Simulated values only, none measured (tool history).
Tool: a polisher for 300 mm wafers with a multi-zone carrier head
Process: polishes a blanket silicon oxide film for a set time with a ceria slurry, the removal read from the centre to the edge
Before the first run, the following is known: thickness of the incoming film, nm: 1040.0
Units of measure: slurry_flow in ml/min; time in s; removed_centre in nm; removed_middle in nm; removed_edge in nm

{"run": 1, "day": 0.0, "slurry_flow": 300, "centre_zone": 1.0, "middle_zone": 1.0, "edge_zone": 1.0, "time": 57, "removed_centre": 195.32, "removed_middle": 202.02, "removed_edge": 200.01}
{"run": 2, "day": 0.05, "slurry_flow": 300, "centre_zone": 1.0, "middle_zone": 1.0, "edge_zone": 0.97, "time": 57, "removed_centre": 196.47, "removed_middle": 200.94, "removed_edge": 194.19}
{"run": 3, "day": 0.246, "slurry_flow": 295, "centre_zone": 0.97, "middle_zone": 0.99, "edge_zone": 0.96, "time": 53, "removed_centre": 176.4, "removed_middle": 188.02, "removed_edge": 181.75}
{"run": 4, "day": 0.35, "slurry_flow": 290, "centre_zone": 0.95, "middle_zone": 0.98, "edge_zone": 0.94, "time": 49, "removed_centre": 158.38, "removed_middle": 171.64, "removed_edge": 163.89}
{"run": 5, "day": 0.675, "slurry_flow": 285, "centre_zone": 0.93, "middle_zone": 0.97, "edge_zone": 0.93, "time": 46, "removed_centre": 146.58, "removed_middle": 161.9, "removed_edge": 150.27}
{"run": 6, "day": 0.929, "slurry_flow": 285, "centre_zone": 0.93, "middle_zone": 0.97, "edge_zone": 0.93, "time": 36, "removed_centre": 114.61, "removed_middle": 123.8, "removed_edge": 118.45}
{"run": 7, "day": 1.3, "slurry_flow": 285, "centre_zone": 0.91, "middle_zone": 0.96, "edge_zone": 0.93, "time": 36, "removed_centre": 111.39, "removed_middle": 123.16, "removed_edge": 120.65}
{"run": 8, "day": 1.621, "slurry_flow": 285, "centre_zone": 0.9, "middle_zone": 0.96, "edge_zone": 0.92, "time": 36, "removed_centre": 110.32, "removed_middle": 119.84, "removed_edge": 117.99}
{"run": 9, "day": 1.929, "slurry_flow": 285, "centre_zone": 0.89, "middle_zone": 0.97, "edge_zone": 0.92, "time": 36, "removed_centre": 107.86, "removed_middle": 124.15, "removed_edge": 116.9}
{"run": 10, "day": 2.2, "slurry_flow": 285, "centre_zone": 0.88, "middle_zone": 0.96, "edge_zone": 0.92, "time": 36, "removed_centre": 107.77, "removed_middle": 121.18, "removed_edge": 121.16}

Run 11 comes next. What will it give?
{"run": 11, "day": 2.342, "slurry_flow": 280, "centre_zone": 0.87, "middle_zone": 0.96, "edge_zone": 0.91, "time": 36, "removed_centre": "?", "removed_middle": "?", "removed_edge": "?"}

Run 11 produced removed_centre 107.02 nm, removed_middle 121.91 nm, removed_edge 116.73 nm.
